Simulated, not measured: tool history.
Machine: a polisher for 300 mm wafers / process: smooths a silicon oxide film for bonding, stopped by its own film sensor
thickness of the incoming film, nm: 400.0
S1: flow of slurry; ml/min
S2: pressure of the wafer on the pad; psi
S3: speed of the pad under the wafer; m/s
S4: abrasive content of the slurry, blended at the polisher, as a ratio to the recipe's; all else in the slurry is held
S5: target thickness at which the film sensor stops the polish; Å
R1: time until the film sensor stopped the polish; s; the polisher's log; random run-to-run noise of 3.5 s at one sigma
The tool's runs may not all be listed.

| run | hour | S1 | S2 | S3 | S4 | S5 | R1 |
|---|---|---|---|---|---|---|---|
| 1 | 0.0 | 135 | 2.6 | 1.12 | 1.00 | 3420 | 62.486 |
| 2 | 4.8 | 135 | 2.6 | 0.92 | 1.00 | 3420 | 75.234 |
| 3 | 10.3 | 165 | 2.6 | 0.92 | 1.00 | 3420 | 72.738 |
| 4 | 13.1 | 165 | 3.1 | 0.92 | 1.00 | 3420 | 60.131 |
| 5 | 13.8 | 165 | 2.7 | 0.84 | 0.95 | 3420 | 76.076 |
| 6 | 15.3 | 165 | 3.2 | 0.84 | 0.95 | 3420 | 65.336 |
| 7 | 18.0 | 165 | 2.8 | 0.76 | 0.90 | 3420 | 81.012 |
| 8 | 20.2 | 165 | 2.5 | 0.70 | 0.85 | 3420 | 105.360 |

What will run 9 give?
| 9 | 25.3 | 165 | 2.3 | 0.68 | 0.85 | 3420 | ? |

R1: 117.650 s

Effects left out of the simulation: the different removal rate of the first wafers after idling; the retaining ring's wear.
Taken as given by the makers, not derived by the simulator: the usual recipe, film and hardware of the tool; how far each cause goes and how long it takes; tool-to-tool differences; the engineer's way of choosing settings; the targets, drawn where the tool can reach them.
